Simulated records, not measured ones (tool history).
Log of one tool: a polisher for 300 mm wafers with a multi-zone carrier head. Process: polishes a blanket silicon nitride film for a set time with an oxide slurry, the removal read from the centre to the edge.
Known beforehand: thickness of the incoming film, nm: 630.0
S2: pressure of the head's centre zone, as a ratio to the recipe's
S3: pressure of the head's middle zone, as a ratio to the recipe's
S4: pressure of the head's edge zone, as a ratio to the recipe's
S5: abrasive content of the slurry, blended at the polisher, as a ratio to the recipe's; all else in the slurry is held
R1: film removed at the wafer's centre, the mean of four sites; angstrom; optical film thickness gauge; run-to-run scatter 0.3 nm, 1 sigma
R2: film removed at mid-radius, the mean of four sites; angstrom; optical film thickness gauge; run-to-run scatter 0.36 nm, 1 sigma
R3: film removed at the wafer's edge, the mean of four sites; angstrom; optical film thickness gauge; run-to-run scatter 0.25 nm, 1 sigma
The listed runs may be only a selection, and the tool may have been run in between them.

run 1 hour=0 | flow_of_slurry_(ml/min)=290 S2=1 S3=1 S4=1 S5=1 polishing_time_(s)=38 | R1=208.92 R2=208.64 R3=225
run 2 hour=2.3 | flow_of_slurry_(ml/min)=290 S2=1.02 S3=1.01 S4=1.02 S5=1.05 polishing_time_(s)=38 | R1=215.46 R2=222.97 R3=227.14
run 3 hour=11.1 | flow_of_slurry_(ml/min)=290 S2=1.02 S3=1.01 S4=0.97 S5=1.05 polishing_time_(s)=38 | R1=215.3 R2=216.56 R3=222.93
run 4 hour=17.9 | flow_of_slurry_(ml/min)=290 S2=1.02 S3=1.01 S4=0.97 S5=1.05 polishing_time_(s)=41 | R1=238.45 R2=231.05 R3=238.49
run 5 hour=20.7 | flow_of_slurry_(ml/min)=290 S2=1.03 S3=0.99 S4=0.99 S5=1.1 polishing_time_(s)=41 | R1=238.9 R2=233.61 R3=249.96
run 6 hour=24.9 | flow_of_slurry_(ml/min)=290 S2=1.03 S3=0.99 S4=0.99 S5=1.1 polishing_time_(s)=38 | R1=225.66 R2=219.7 R3=230.13
run 7 hour=30.3 | flow_of_slurry_(ml/min)=290 S2=1.04 S3=0.98 S4=1.01 S5=1.15 polishing_time_(s)=38 | R1=230.54 R2=223.31 R3=235.64
run 8 hour=36.4 | flow_of_slurry_(ml/min)=290 S2=1.05 S3=0.97 S4=1.03 S5=1.2 polishing_time_(s)=38 | R1=241.85 R2=220.91 R3=242.84

Forecast run 9:
run 9 hour=39.4 | flow_of_slurry_(ml/min)=290 S2=1.05 S3=0.97 S4=1.05 S5=1.25 polishing_time_(s)=38 | R1=? R2=? R3=?

{"run 9": {"R1": 241.78, "R2": 225.85, "R3": 246.01}}
